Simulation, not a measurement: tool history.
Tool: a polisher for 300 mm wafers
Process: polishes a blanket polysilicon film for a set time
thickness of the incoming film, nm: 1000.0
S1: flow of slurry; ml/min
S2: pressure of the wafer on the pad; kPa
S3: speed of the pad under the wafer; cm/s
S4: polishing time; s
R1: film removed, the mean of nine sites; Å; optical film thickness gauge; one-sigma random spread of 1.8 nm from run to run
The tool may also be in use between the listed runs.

{"run": 1, "day": 0.0, "S1": 160, "S2": 15.9, "S3": 128, "S4": 23, "R1": 1635.6}
{"run": 2, "day": 0.079, "S1": 160, "S2": 15.9, "S3": 128, "S4": 23, "R1": 1612.6}
{"run": 3, "day": 0.179, "S1": 165, "S2": 17.2, "S3": 128, "S4": 23, "R1": 1736.4}
{"run": 4, "day": 0.271, "S1": 165, "S2": 17.2, "S3": 142, "S4": 23, "R1": 1906.9}
{"run": 5, "day": 0.575, "S1": 165, "S2": 17.9, "S3": 142, "S4": 23, "R1": 1993.0}
{"run": 6, "day": 0.642, "S1": 165, "S2": 17.9, "S3": 124, "S4": 23, "R1": 1748.4}

Run 7 has not been measured yet. What should we expect?
{"run": 7, "day": 0.829, "S1": 165, "S2": 19.3, "S3": 124, "S4": 23, "R1": "?"}

{"run 7": {"R1": 1860.7}}
